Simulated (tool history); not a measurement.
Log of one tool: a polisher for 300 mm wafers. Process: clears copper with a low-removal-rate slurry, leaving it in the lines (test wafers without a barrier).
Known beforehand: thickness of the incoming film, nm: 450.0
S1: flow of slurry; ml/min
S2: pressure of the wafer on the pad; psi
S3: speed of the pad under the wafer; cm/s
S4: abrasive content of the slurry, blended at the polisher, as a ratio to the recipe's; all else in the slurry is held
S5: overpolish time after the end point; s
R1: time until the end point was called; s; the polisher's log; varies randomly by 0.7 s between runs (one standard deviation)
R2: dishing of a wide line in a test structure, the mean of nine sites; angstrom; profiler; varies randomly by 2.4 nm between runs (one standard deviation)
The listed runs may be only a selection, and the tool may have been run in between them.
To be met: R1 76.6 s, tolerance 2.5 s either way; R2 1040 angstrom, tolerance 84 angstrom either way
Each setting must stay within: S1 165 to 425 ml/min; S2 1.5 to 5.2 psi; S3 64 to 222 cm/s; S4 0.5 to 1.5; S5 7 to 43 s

run,hour,S1,S2,S3,S4,S5,R1,R2
1,0,275,3.3,142,1,22,92.537,826.47
2,3.5,275,3.3,142,1,31,92.722,1024.4
3,7.6,275,3.4,142,1,30,91.213,1017.3
4,12.6,275,3.4,142,1,35,91.882,1112.5
5,16.4,275,3.5,142,1,33,91.001,1090.6
6,21.6,275,3.5,142,0.85,33,91.935,1122.4
7,24.5,280,3.6,142,0.85,31,90.165,1029.3
8,30.2,280,3.7,142,0.85,30,90.902,1038.9
9,37.1,280,3.9,142,0.85,29,87.104,1018
10,44.7,280,4,142,0.85,29,84.853,1056.4
11,45.7,280,4.1,142,0.85,28,84.597,1025.7
12,50.2,280,4.2,142,0.85,27,81.936,1016.7
13,50.9,280,4.3,142,0.85,27,79.88,1009
14,55.4,280,4.4,142,0.85,27,79.551,1054.7

Which single option among these 4 for the next run brings every result within its allowed miss of target? Just one does.
A,59.9,295,4.7,128,1.1,25,?,?
B,59.9,365,4.7,146,1.05,33,?,?
C,59.9,350,4.2,120,1.35,31,?,?
D,59.9,270,4.1,162,0.8,19,?,?

move,R1,R2
A,76.8,1028.8
B,69.872,1303.6
C,81.842,1127.2
D,76.657,837.17
A: in spec on every target
B: carries the result that was furthest off beyond its target, to the other side
C: the biggest miss grows against the last run
D: gets the furthest-off result to its target, but another result is out of tolerance
The right move is A.

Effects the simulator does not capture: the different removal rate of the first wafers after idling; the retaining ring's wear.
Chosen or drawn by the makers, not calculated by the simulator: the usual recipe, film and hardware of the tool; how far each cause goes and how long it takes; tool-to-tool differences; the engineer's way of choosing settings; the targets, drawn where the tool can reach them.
